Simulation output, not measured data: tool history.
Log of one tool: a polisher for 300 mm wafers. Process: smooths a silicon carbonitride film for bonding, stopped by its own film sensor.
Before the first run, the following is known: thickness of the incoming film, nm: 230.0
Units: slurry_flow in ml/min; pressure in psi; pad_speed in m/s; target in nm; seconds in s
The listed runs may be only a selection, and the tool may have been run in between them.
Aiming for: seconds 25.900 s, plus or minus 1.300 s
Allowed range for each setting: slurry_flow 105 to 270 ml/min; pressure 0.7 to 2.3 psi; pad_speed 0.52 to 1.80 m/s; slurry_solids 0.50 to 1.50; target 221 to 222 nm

{"run": 1, "hour": 0.0, "slurry_flow": 175, "pressure": 1.5, "pad_speed": 1.16, "slurry_solids": 1.0, "target": 221, "seconds": 46.687}
{"run": 2, "hour": 2.7, "slurry_flow": 140, "pressure": 1.5, "pad_speed": 1.16, "slurry_solids": 1.0, "target": 221, "seconds": 47.614}
{"run": 3, "hour": 4.8, "slurry_flow": 140, "pressure": 1.6, "pad_speed": 1.18, "slurry_solids": 1.0, "target": 221, "seconds": 43.802}
{"run": 4, "hour": 11.9, "slurry_flow": 140, "pressure": 1.7, "pad_speed": 1.2, "slurry_solids": 1.0, "target": 221, "seconds": 41.047}
{"run": 5, "hour": 14.2, "slurry_flow": 140, "pressure": 1.3, "pad_speed": 1.2, "slurry_solids": 1.0, "target": 221, "seconds": 52.032}
{"run": 6, "hour": 20.2, "slurry_flow": 140, "pressure": 1.3, "pad_speed": 1.2, "slurry_solids": 1.0, "target": 221, "seconds": 51.198}
{"run": 7, "hour": 27.9, "slurry_flow": 140, "pressure": 1.5, "pad_speed": 1.24, "slurry_solids": 1.0, "target": 221, "seconds": 45.059}
{"run": 8, "hour": 31.5, "slurry_flow": 145, "pressure": 1.9, "pad_speed": 1.46, "slurry_solids": 1.05, "target": 221, "seconds": 30.192}

Exercise: of the 5 proposed moves below, exactly one satisfies all targets within the stated allowed misses. Which move is it?
{"run": "A", "hour": 35.1, "slurry_flow": 140, "pressure": 1.8, "pad_speed": 1.46, "slurry_solids": 1.05, "target": 221, "seconds": "?"}
{"run": "B", "hour": 35.1, "slurry_flow": 120, "pressure": 1.9, "pad_speed": 1.48, "slurry_solids": 0.95, "target": 221, "seconds": "?"}
{"run": "C", "hour": 35.1, "slurry_flow": 165, "pressure": 2.1, "pad_speed": 1.24, "slurry_solids": 1.2, "target": 222, "seconds": "?"}
{"run": "D", "hour": 35.1, "slurry_flow": 120, "pressure": 1.8, "pad_speed": 1.22, "slurry_solids": 1.1, "target": 221, "seconds": "?"}
{"run": "E", "hour": 35.1, "slurry_flow": 165, "pressure": 1.8, "pad_speed": 1.14, "slurry_solids": 1.1, "target": 221, "seconds": "?"}

move=A seconds=31.385
move=B seconds=32.639
move=C seconds=24.781
move=D seconds=36.560
move=E seconds=36.052
A: the biggest miss grows against the last run
B: the biggest miss grows against the last run
C: every result within its allowed miss
D: the biggest miss grows against the last run
E: the biggest miss grows against the last run
Move C is the one to make.
